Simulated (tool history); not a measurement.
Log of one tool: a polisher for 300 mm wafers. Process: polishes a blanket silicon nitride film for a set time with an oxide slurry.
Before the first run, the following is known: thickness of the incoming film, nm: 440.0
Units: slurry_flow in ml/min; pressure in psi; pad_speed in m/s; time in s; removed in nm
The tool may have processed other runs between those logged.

Run 1, hour 0.0: slurry_flow 265 ml/min, pressure 2.8 psi, pad_speed 1.22 m/s, slurry_solids 1.00, time 83 s. Result: removed 48.990 nm.
Run 2, hour 8.8: slurry_flow 265 ml/min, pressure 2.6 psi, pad_speed 1.22 m/s, slurry_solids 1.00, time 83 s. Result: removed 47.037 nm.
Run 3, hour 9.7: slurry_flow 265 ml/min, pressure 2.6 psi, pad_speed 1.22 m/s, slurry_solids 0.85, time 83 s. Result: removed 43.530 nm.
Run 4, hour 17.8: slurry_flow 265 ml/min, pressure 2.6 psi, pad_speed 1.06 m/s, slurry_solids 0.85, time 83 s. Result: removed 39.099 nm.
Run 5, hour 22.5: slurry_flow 265 ml/min, pressure 2.5 psi, pad_speed 1.06 m/s, slurry_solids 0.85, time 83 s. Result: removed 37.400 nm.
Run 6, hour 30.6: slurry_flow 265 ml/min, pressure 2.4 psi, pad_speed 1.06 m/s, slurry_solids 0.85, time 83 s. Result: removed 36.761 nm.
Run 7, hour 39.2: slurry_flow 265 ml/min, pressure 2.3 psi, pad_speed 1.06 m/s, slurry_solids 0.85, time 83 s. Result: removed 35.569 nm.

Run 8 is up next; what results do you expect?
Run 8, hour 44.7: slurry_flow 265 ml/min, pressure 2.2 psi, pad_speed 1.06 m/s, slurry_solids 0.85, time 83 s. Result: removed ?.

{"run 8": {"removed": 34.757}}

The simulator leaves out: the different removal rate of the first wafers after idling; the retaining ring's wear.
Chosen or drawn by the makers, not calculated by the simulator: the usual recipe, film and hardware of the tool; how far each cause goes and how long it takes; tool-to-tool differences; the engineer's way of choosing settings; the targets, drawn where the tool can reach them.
